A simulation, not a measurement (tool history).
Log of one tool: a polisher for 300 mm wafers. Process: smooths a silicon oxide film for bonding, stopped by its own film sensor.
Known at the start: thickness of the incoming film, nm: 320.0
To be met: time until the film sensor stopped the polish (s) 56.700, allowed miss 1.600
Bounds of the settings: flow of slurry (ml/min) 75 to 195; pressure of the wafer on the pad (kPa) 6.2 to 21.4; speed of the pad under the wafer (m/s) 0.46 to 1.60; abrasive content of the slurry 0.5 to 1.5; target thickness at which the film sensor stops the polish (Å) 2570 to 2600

run,hour,flow of slurry (ml/min),pressure of the wafer on the pad (kPa),speed of the pad under the wafer (m/s),abrasive content of the slurry,target thickness at which the film sensor stops the polish (Å),time until the film sensor stopped the polish (s)
1,0.0,125,13.8,1.02,1.0,2600,75.394
2,4.8,125,13.8,1.02,1.0,2570,79.560
3,6.7,125,13.8,0.82,1.0,2570,94.779
4,10.1,125,13.8,0.82,1.1,2570,90.963
5,18.7,125,13.8,0.58,1.1,2570,119.210
6,23.2,135,15.2,0.60,1.1,2570,103.110
7,29.7,140,16.5,0.62,1.1,2570,91.285
# hour 38.5: slurry nozzle cleaned
8,38.5,145,17.9,0.64,1.1,2570,81.358
9,46.6,145,17.9,0.64,1.1,2570,80.251
10,48.6,150,18.6,0.66,1.1,2570,74.465
11,55.4,155,19.3,0.66,1.1,2570,71.470
12,64.3,155,20.0,0.68,1.1,2570,68.097

Which of these 4 next moves meets every target?
A,73.2,165,20.0,0.80,1.1,2600,?
B,73.2,160,19.3,0.54,1.0,2570,?
C,73.2,170,19.3,0.76,1.1,2590,?
D,73.2,150,18.6,0.60,1.1,2570,?

move,time until the film sensor stopped the polish (s)
A,56.412
B,88.182
C,61.593
D,81.035
A: meets every target
B: further off than the last run
C: nearer than the last run, and not there yet
D: further off than the last run
The right move is A.

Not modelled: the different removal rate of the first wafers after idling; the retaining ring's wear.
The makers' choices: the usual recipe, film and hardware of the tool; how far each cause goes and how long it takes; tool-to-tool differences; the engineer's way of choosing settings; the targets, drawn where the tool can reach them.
